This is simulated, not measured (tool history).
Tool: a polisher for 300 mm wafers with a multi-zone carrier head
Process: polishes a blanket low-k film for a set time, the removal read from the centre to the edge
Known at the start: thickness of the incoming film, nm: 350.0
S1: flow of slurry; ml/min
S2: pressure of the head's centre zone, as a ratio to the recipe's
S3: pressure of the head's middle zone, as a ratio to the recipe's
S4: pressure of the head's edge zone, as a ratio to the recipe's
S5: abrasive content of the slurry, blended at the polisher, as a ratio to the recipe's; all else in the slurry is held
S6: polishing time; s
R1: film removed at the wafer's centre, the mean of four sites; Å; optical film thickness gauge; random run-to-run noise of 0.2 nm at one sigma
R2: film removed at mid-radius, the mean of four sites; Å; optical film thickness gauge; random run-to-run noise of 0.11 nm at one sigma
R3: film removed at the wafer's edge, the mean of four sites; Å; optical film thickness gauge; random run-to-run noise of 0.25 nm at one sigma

Run 1, hour 0.0: S1 205 ml/min, S2 1.00, S3 1.00, S4 1.00, S5 1.00, S6 72 s. Result: R1 283.68 Å, R2 293.16 Å, R3 303.83 Å.
Run 2, hour 7.0: S1 250 ml/min, S2 1.00, S3 1.00, S4 1.00, S5 1.00, S6 72 s. Result: R1 294.22 Å, R2 300.41 Å, R3 297.63 Å.
Run 3, hour 9.5: S1 255 ml/min, S2 0.98, S3 0.99, S4 0.99, S5 0.95, S6 70 s. Result: R1 282.30 Å, R2 286.88 Å, R3 285.63 Å.
Run 4, hour 11.9: S1 255 ml/min, S2 0.98, S3 0.99, S4 0.99, S5 1.05, S6 70 s. Result: R1 284.49 Å, R2 295.41 Å, R3 300.05 Å.
Run 5, hour 18.8: S1 255 ml/min, S2 0.96, S3 0.99, S4 0.98, S5 1.00, S6 68 s. Result: R1 266.41 Å, R2 282.60 Å, R3 289.59 Å.
Run 6, hour 26.1: S1 255 ml/min, S2 0.96, S3 0.99, S4 1.02, S5 1.00, S6 68 s. Result: R1 264.33 Å, R2 280.56 Å, R3 293.78 Å.
Run 7, hour 26.8: S1 260 ml/min, S2 0.95, S3 0.99, S4 1.01, S5 0.95, S6 66 s. Result: R1 257.36 Å, R2 267.33 Å, R3 277.43 Å.
Run 8, hour 28.8: S1 260 ml/min, S2 0.94, S3 0.99, S4 1.00, S5 0.90, S6 64 s. Result: R1 237.97 Å, R2 254.46 Å, R3 267.39 Å.

Run 9 is up next; what results do you expect?
Run 9, hour 32.7: S1 265 ml/min, S2 0.94, S3 0.99, S4 0.99, S5 0.85, S6 62 s. Result: R1 ?, R2 ?, R3 ?.

Run 9 yielded R1 229.38 Å, R2 242.87 Å, R3 250.71 Å.
